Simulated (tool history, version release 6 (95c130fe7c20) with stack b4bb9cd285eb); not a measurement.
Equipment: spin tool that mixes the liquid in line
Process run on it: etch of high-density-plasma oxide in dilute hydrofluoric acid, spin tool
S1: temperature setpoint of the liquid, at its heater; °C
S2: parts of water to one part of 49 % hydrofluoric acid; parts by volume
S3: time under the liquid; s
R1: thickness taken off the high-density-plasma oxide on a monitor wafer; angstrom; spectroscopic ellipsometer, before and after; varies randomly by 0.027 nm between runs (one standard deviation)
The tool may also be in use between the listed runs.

Run 1, hour 0.0: S1 22 °C, S2 170 parts by volume, S3 100 s. Result: R1 27.488 angstrom.
Run 2, hour 5.6: S1 23 °C, S2 165 parts by volume, S3 100 s. Result: R1 29.391 angstrom.
Run 3, hour 6.9: S1 23 °C, S2 140 parts by volume, S3 100 s. Result: R1 36.181 angstrom.
Run 4, hour 8.9: S1 24 °C, S2 140 parts by volume, S3 100 s. Result: R1 37.116 angstrom.
Run 5, hour 17.3: S1 22 °C, S2 140 parts by volume, S3 100 s. Result: R1 34.195 angstrom.
Run 6, hour 21.1: S1 22 °C, S2 140 parts by volume, S3 100 s. Result: R1 34.144 angstrom.
Run 7, hour 28.9: S1 23 °C, S2 140 parts by volume, S3 100 s. Result: R1 35.576 angstrom.
Run 8, hour 34.4: S1 24 °C, S2 140 parts by volume, S3 100 s. Result: R1 36.991 angstrom.

Forecast run 9:
Run 9, hour 37.9: S1 28 °C, S2 135 parts by volume, S3 100 s. Result: R1 ?.

{"run 9": {"R1": 44.958}}

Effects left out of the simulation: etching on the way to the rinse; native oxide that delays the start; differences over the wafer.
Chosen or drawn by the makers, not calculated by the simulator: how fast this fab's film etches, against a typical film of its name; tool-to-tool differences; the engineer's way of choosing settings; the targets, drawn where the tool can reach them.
